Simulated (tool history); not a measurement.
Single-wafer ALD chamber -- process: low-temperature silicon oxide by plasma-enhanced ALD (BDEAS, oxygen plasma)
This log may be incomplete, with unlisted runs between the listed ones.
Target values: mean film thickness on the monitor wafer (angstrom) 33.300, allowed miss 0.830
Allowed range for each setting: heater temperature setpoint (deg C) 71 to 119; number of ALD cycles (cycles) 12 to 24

run,hour,heater temperature setpoint (deg C),number of ALD cycles (cycles),mean film thickness on the monitor wafer (angstrom)
1,0.0,95,18,27.127
2,4.8,91,19,29.089
3,8.6,91,17,25.935
4,11.1,101,17,25.140
5,16.1,101,18,26.707
6,21.4,101,21,31.011
7,28.3,99,21,31.231
8,36.9,97,21,31.502
9,37.6,95,21,31.532
10,45.6,94,21,31.803
11,51.3,92,21,31.926
12,52.3,91,21,32.106
13,58.7,90,21,32.174
14,66.9,89,21,32.394
15,69.9,88,21,32.371

Consider the 4 candidate settings below. Which is the only one whose results all fall within their allowed miss of target?
A,72.9,86,20,?
B,72.9,82,21,?
C,72.9,90,23,?
D,72.9,79,22,?

move,mean film thickness on the monitor wafer (angstrom)
A,31.158
B,33.167
C,35.338
D,35.100
A: further off than the last run
B: all results land within tolerance of their targets
C: moves the result that the last run missed by most past its target, out the other side
D: moves the result that the last run missed by most past its target, out the other side
The right move is B.

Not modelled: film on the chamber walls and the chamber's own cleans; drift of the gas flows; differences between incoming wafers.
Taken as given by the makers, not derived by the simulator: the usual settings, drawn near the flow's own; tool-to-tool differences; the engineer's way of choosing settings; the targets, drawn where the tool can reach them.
